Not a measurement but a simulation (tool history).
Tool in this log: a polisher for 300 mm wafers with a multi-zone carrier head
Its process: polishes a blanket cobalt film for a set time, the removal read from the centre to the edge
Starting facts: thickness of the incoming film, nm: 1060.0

run,day,flow of slurry (ml/min),pressure of the head's centre zone,pressure of the head's middle zone,pressure of the head's edge zone,polishing time (s),film removed at the wafer's centre (Å),film removed at mid-radius (Å),film removed at the wafer's edge (Å)
1,0,200,1,1,1,52,1755.9,1941.9,1891
2,0.096,200,1,1,1,57,1933.9,2167.5,2063.6
3,0.367,200,1,1,1.06,57,1929.5,2111.2,2152
4,0.546,190,0.97,1,1.06,57,1864.2,2105.1,2173.3
5,0.871,180,0.95,1,1.04,57,1789.5,2100.7,2133.5
6,1.229,180,0.95,1,0.96,57,1771.7,2085.2,2026.3
7,1.3,170,0.94,1,0.97,57,1753.8,2099.8,2061.6

What does the tool deliver on the next run?
8,1.45,165,0.93,0.99,0.97,57,?,?,?

Run 8 produced film removed at the wafer's centre (Å) 1731.8, film removed at mid-radius (Å) 2072.7, film removed at the wafer's edge (Å) 2007.1.
